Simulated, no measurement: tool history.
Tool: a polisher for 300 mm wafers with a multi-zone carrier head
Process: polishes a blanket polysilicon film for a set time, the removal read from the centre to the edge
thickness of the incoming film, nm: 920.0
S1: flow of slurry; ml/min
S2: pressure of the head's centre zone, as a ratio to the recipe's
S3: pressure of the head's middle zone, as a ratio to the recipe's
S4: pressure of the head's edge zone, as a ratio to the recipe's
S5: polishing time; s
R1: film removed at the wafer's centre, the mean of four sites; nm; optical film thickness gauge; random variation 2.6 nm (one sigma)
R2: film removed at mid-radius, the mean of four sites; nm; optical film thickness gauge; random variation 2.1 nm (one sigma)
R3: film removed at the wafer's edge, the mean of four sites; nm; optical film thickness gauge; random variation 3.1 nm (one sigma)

run	hour	S1	S2	S3	S4	S5	R1	R2	R3
1	0.0	250	1.00	1.00	1.00	45	295.78	283.83	288.17
2	7.8	260	1.03	0.98	1.02	45	309.65	282.23	290.39
3	13.9	270	1.04	0.96	1.05	45	313.12	279.23	297.82
4	20.5	270	1.08	0.96	1.05	45	322.43	280.53	292.62
5	22.2	280	1.09	0.94	1.07	45	332.49	272.63	299.52
6	31.1	290	1.10	0.94	1.08	45	330.37	275.34	301.97
7	31.9	295	1.11	0.93	1.09	45	339.18	275.22	305.46
8	40.2	300	1.12	0.92	1.10	45	344.91	273.70	305.99
9	48.9	305	1.12	0.92	1.11	45	341.28	275.29	310.20
10	51.1	310	1.13	0.92	1.12	45	344.28	271.38	309.37
11	55.0	315	1.14	0.92	1.13	45	347.20	268.61	305.41
12	55.6	315	1.14	0.91	1.13	45	349.04	271.82	312.31
13	63.7	320	1.14	0.91	1.13	45	348.49	274.15	311.15

Run 14 comes next. What will it give?
14	67.6	320	1.14	0.91	1.13	45	?	?	?

R1: 348.59 nm
R2: 271.19 nm
R3: 311.91 nm
